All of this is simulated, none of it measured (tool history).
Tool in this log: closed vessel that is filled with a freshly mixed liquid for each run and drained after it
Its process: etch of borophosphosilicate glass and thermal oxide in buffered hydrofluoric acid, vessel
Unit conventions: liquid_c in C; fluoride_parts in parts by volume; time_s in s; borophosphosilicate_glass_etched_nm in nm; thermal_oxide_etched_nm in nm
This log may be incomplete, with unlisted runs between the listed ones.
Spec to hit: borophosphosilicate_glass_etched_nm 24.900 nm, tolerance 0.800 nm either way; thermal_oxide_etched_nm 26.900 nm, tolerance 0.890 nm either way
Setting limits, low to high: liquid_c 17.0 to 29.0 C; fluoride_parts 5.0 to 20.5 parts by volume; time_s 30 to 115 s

run,hour,liquid_c,fluoride_parts,time_s,borophosphosilicate_glass_etched_nm,thermal_oxide_etched_nm
1,0.0,21.0,12.5,60,42.726,45.836
2,1.4,18.5,12.5,60,37.548,39.506
3,9.8,18.5,9.0,60,50.213,52.485
4,14.0,18.0,11.5,60,39.754,42.336
5,16.1,17.5,13.0,60,33.958,36.439
6,23.9,17.5,14.0,60,31.486,33.165
# hour 31.0: thermometer replaced
7,31.0,17.5,15.0,60,33.570,35.938
8,34.2,17.5,16.5,60,30.735,32.446
9,42.1,17.5,17.5,60,28.788,30.766
10,48.0,17.5,17.5,60,27.824,30.865

Exercise: of the 4 proposed moves below, exactly one satisfies all targets within the stated allowed misses. Which move is it?
A,53.9,17.0,19.5,60,?,?
B,53.9,17.5,17.5,50,?,?
C,53.9,17.0,8.5,30,?,?
D,53.9,17.0,14.0,40,?,?

move,borophosphosilicate_glass_etched_nm,thermal_oxide_etched_nm
A,24.879,26.800
B,23.744,25.575
C,27.422,29.365
D,23.034,24.773
A: every result lands within tolerance
B: moves the result that the last run missed by most past its target, out the other side
C: closer than the last run, but not yet in spec
D: moves the result that the last run missed by most past its target, out the other side
A is the move that brings every result within its allowed miss.
